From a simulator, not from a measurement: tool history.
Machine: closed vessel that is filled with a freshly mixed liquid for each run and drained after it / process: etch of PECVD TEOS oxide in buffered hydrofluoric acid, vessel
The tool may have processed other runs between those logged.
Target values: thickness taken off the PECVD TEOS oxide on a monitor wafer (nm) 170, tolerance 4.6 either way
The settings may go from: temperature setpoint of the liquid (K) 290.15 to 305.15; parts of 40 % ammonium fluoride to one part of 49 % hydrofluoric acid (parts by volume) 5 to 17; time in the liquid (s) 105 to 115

run	hour	temperature setpoint of the liquid (K)	parts of 40 % ammonium fluoride to one part of 49 % hydrofluoric acid (parts by volume)	time in the liquid (s)	thickness taken off the PECVD TEOS oxide on a monitor wafer (nm)
1	0	298.15	10.5	105	223.23
2	5.2	296.65	10.5	105	208.77
3	13.6	299.15	10.5	105	238.41
4	16.9	296.15	10.5	105	199.57
5	22.6	296.15	10.5	115	221.11
6	24.5	295.15	10.5	115	208.69
7	30.4	294.15	10.5	115	195.94
8	37.1	293.65	10.5	115	193.02
9	39.9	293.15	10.5	115	187.07
10	43.6	292.65	10.5	115	182.23
11	52	292.15	10.5	115	178.59

Consider the 5 candidate settings below. Which is the only one whose results all fall within their allowed miss of target?
A	60.4	292.65	10	115	?
B	60.4	292.15	9.5	115	?
C	60.4	291.65	11	110	?
D	60.4	292.15	11	115	?
E	60.4	290.65	10	110	?

move	thickness taken off the PECVD TEOS oxide on a monitor wafer (nm)
A	190.14
B	190.94
C	156.65
D	168.47
E	162.42
A: its largest miss is bigger than the last run's
B: its largest miss is bigger than the last run's
C: moves the result that the last run missed by most past its target, out the other side
D: all results in spec
E: moves the result that the last run missed by most past its target, out the other side
D is the move that brings every result within its allowed miss.
